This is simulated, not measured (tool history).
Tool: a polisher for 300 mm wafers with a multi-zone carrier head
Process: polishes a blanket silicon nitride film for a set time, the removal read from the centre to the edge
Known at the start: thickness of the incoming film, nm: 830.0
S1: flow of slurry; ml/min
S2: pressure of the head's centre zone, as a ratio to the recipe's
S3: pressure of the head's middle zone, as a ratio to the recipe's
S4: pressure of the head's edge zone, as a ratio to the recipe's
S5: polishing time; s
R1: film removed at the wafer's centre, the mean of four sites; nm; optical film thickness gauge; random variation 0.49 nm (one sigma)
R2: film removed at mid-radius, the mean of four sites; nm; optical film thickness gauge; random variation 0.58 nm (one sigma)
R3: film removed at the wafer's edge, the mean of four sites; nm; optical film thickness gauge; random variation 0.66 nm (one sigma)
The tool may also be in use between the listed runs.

run	hour	S1	S2	S3	S4	S5	R1	R2	R3
1	0	265	1	1	1	39	57.703	60.165	57.578
2	4	265	1.08	1	1	39	63.52	60.416	57.89
3	10.6	295	1.08	1	1	39	62.798	61.672	58.136
4	17.6	295	1.05	1	0.98	38	59.664	59.657	56.043
5	20.3	295	1.05	1	0.98	29	46.896	45.486	42.096
6	29.1	300	1.04	1.02	1	29	45.623	46.125	42.874
7	30	305	1.04	1.04	1.01	30	47.9	48.68	45.246
8	38.5	310	1.04	1.06	1.01	30	48.373	49.143	44.707
9	42.1	310	0.96	1.16	1.11	33	48.971	57.47	53.095

Forecast run 10:
10	45.2	310	0.96	1.16	1.1	33	?	?	?

Run 10 gave R1 47.958 nm, R2 58.432 nm, R3 53.288 nm.

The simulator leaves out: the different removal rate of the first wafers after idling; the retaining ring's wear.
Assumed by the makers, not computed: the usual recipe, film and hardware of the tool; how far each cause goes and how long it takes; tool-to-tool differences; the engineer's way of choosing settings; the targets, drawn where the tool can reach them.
